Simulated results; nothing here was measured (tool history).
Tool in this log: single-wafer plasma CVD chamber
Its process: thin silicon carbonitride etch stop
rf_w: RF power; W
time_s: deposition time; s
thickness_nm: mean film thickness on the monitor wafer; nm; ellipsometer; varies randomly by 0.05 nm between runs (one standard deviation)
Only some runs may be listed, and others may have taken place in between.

| run | day | rf_w | time_s | thickness_nm |
|---|---|---|---|---|
| 1 | 0.000 | 190 | 26.7 | 14.806 |
| 2 | 0.254 | 170 | 26.7 | 14.005 |
| 3 | 0.529 | 145 | 26.7 | 13.012 |
| 4 | 0.579 | 145 | 29.0 | 14.116 |
| 5 | 0.808 | 140 | 28.4 | 13.669 |
| 6 | 1.138 | 140 | 30.0 | 14.314 |
| 7 | 1.246 | 130 | 25.7 | 11.824 |

Forecast run 8:
| 8 | 1.592 | 155 | 26.4 | ? |

Run 8 came out at thickness_nm 13.288 nm.

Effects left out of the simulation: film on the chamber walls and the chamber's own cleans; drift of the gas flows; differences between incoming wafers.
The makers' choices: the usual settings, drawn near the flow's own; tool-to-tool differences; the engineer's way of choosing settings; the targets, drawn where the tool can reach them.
